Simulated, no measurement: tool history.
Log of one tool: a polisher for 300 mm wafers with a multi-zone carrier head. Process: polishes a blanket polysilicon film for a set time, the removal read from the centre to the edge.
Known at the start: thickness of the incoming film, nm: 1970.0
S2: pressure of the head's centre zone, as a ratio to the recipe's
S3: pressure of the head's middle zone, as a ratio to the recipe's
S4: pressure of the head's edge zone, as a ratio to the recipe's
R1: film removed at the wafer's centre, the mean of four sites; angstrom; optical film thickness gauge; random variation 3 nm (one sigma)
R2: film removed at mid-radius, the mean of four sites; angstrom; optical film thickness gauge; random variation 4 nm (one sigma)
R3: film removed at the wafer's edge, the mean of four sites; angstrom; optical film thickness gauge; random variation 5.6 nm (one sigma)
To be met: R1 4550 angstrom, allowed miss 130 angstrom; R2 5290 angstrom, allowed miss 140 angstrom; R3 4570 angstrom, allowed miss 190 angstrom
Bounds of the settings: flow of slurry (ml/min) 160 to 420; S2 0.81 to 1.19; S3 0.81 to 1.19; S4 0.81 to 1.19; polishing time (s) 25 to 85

run 1 hour=0 | flow_of_slurry_(ml/min)=270 S2=1 S3=1 S4=1 polishing_time_(s)=55 | R1=6531.5 R2=6618.8 R3=6476.2
run 2 hour=6.1 | flow_of_slurry_(ml/min)=270 S2=0.98 S3=1.01 S4=0.96 polishing_time_(s)=52 | R1=6133.3 R2=6271.8 R3=6075.6
run 3 hour=10.8 | flow_of_slurry_(ml/min)=270 S2=0.96 S3=1.04 S4=0.93 polishing_time_(s)=49 | R1=5620.2 R2=6099.1 R3=5642.1
run 4 hour=19 | flow_of_slurry_(ml/min)=270 S2=0.91 S3=1.04 S4=0.93 polishing_time_(s)=49 | R1=5328.3 R2=6075.5 R3=5598.9
run 5 hour=20.1 | flow_of_slurry_(ml/min)=270 S2=0.91 S3=1.05 S4=0.9 polishing_time_(s)=47 | R1=5063.1 R2=5873.5 R3=5329.5
run 6 hour=26.1 | flow_of_slurry_(ml/min)=210 S2=0.91 S3=1.05 S4=0.9 polishing_time_(s)=47 | R1=4904.8 R2=5668.4 R3=5146.5
run 7 hour=26.9 | flow_of_slurry_(ml/min)=205 S2=0.91 S3=1.05 S4=0.88 polishing_time_(s)=46 | R1=4728.7 R2=5543.4 R3=4870.1
run 8 hour=33.3 | flow_of_slurry_(ml/min)=195 S2=0.91 S3=1.04 S4=0.87 polishing_time_(s)=46 | R1=4711.7 R2=5370.9 R3=4961.1
run 9 hour=34.2 | flow_of_slurry_(ml/min)=190 S2=0.92 S3=1.05 S4=0.86 polishing_time_(s)=45 | R1=4713.4 R2=5372.8 R3=4782.4
run 10 hour=37.9 | flow_of_slurry_(ml/min)=185 S2=0.92 S3=1.05 S4=0.85 polishing_time_(s)=45 | R1=4569.3 R2=5355.5 R3=4797.7

5 next moves are on the table. One of them brings every result within its allowed miss. Which?
run A hour=41.6 | flow_of_slurry_(ml/min)=185 S2=0.88 S3=1.14 S4=0.82 polishing_time_(s)=44 | R1=? R2=? R3=?
run B hour=41.6 | flow_of_slurry_(ml/min)=270 S2=0.82 S3=0.96 S4=0.81 polishing_time_(s)=48 | R1=? R2=? R3=?
run C hour=41.6 | flow_of_slurry_(ml/min)=165 S2=0.95 S3=1.1 S4=0.85 polishing_time_(s)=44 | R1=? R2=? R3=?
run D hour=41.6 | flow_of_slurry_(ml/min)=250 S2=0.85 S3=1.04 S4=0.88 polishing_time_(s)=45 | R1=? R2=? R3=?
run E hour=41.6 | flow_of_slurry_(ml/min)=160 S2=0.84 S3=1 S4=0.87 polishing_time_(s)=50 | R1=? R2=? R3=?

move=A R1=4357.4 R2=5554.3 R3=4599.8
move=B R1=4708.6 R2=5541.1 R3=5221
move=C R1=4585.3 R2=5262.1 R3=4588.7
move=D R1=4531.8 R2=5504.1 R3=5011.7
move=E R1=4564 R2=5479.9 R3=5243.3
A: brings the result that was furthest off to its target, and leaves another outside
B: further off than the last run
C: meets every target
D: further off than the last run
E: further off than the last run
Answer: C
